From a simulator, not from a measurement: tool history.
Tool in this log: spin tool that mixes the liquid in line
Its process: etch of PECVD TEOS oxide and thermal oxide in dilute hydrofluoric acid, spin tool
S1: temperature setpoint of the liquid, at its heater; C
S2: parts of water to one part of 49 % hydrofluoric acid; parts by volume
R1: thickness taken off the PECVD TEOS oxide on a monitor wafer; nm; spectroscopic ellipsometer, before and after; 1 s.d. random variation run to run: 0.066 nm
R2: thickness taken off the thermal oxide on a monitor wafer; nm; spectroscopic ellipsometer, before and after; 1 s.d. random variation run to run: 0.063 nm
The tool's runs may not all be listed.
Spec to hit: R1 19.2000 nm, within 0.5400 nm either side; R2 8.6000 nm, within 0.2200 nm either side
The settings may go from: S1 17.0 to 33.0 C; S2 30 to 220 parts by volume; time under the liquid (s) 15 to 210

{"run": 1, "hour": 0.0, "S1": 25.0, "S2": 125, "time under the liquid (s)": 105, "R1": 7.9764, "R2": 3.5786}
{"run": 2, "hour": 1.1, "S1": 27.5, "S2": 105, "time under the liquid (s)": 105, "R1": 10.753, "R2": 4.8368}
{"run": 3, "hour": 1.6, "S1": 29.0, "S2": 95, "time under the liquid (s)": 105, "R1": 12.72, "R2": 5.7542}
{"run": 4, "hour": 4.5, "S1": 31.5, "S2": 95, "time under the liquid (s)": 105, "R1": 13.993, "R2": 6.218}
{"run": 5, "hour": 5.3, "S1": 31.5, "S2": 95, "time under the liquid (s)": 150, "R1": 19.911, "R2": 8.9222}
{"run": 6, "hour": 13.5, "S1": 31.5, "S2": 95, "time under the liquid (s)": 170, "R1": 22.67, "R2": 10.09}
{"run": 7, "hour": 21.1, "S1": 30.5, "S2": 95, "time under the liquid (s)": 170, "R1": 21.872, "R2": 9.6762}
{"run": 8, "hour": 25.1, "S1": 29.5, "S2": 95, "time under the liquid (s)": 170, "R1": 21.179, "R2": 9.3463}
{"run": 9, "hour": 28.9, "S1": 29.0, "S2": 95, "time under the liquid (s)": 170, "R1": 20.582, "R2": 9.3049}
{"run": 10, "hour": 35.7, "S1": 28.5, "S2": 95, "time under the liquid (s)": 170, "R1": 20.346, "R2": 9.0307}
{"run": 11, "hour": 40.6, "S1": 28.0, "S2": 95, "time under the liquid (s)": 170, "R1": 19.817, "R2": 8.9244}

Which one of the following 4 next-run settings gets every result inside its allowed miss? There is exactly one.
{"run": "A", "hour": 45.5, "S1": 32.5, "S2": 125, "time under the liquid (s)": 205, "R1": "?", "R2": "?"}
{"run": "B", "hour": 45.5, "S1": 28.5, "S2": 105, "time under the liquid (s)": 180, "R1": "?", "R2": "?"}
{"run": "C", "hour": 45.5, "S1": 20.0, "S2": 40, "time under the liquid (s)": 95, "R1": "?", "R2": "?"}
{"run": "D", "hour": 45.5, "S1": 30.5, "S2": 120, "time under the liquid (s)": 210, "R1": "?", "R2": "?"}

move=A R1=20.5750 R2=9.2766
move=B R1=19.0860 R2=8.6054
move=C R1=20.4050 R2=9.2002
move=D R1=20.5640 R2=9.2720
A: its largest miss is bigger than the last run's
B: all results land within tolerance of their targets
C: its largest miss is bigger than the last run's
D: its largest miss is bigger than the last run's
B meets every target.

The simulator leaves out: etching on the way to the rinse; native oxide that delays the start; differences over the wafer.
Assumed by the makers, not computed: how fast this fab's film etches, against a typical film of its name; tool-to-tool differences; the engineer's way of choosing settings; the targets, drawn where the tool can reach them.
